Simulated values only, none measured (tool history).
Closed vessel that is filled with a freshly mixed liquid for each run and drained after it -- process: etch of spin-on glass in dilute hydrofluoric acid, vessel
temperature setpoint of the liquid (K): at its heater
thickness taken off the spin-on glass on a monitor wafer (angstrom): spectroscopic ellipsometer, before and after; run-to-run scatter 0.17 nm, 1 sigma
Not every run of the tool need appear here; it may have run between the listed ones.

run,hour,temperature setpoint of the liquid (K),parts of water to one part of 49 % hydrofluoric acid (parts by volume),time in the liquid (s),thickness taken off the spin-on glass on a monitor wafer (angstrom)
1,0,297.15,95,30,86.81
2,2.2,298.15,90,30,94.647
3,9.7,300.65,90,30,103.43
4,18.2,298.15,90,30,93.651
5,20.4,298.15,90,30,96.895
6,26.2,299.15,85,30,106.16
7,34.6,303.15,55,30,201.17
8,37.4,302.65,55,30,197.67
9,41.4,302.15,55,30,192.54
10,42.3,301.65,55,30,186.64
11,44,301.15,55,30,183.82

The next listed run, before its measurement:
12,45.6,300.65,55,30,?

thickness taken off the spin-on glass on a monitor wafer (angstrom): 179.85
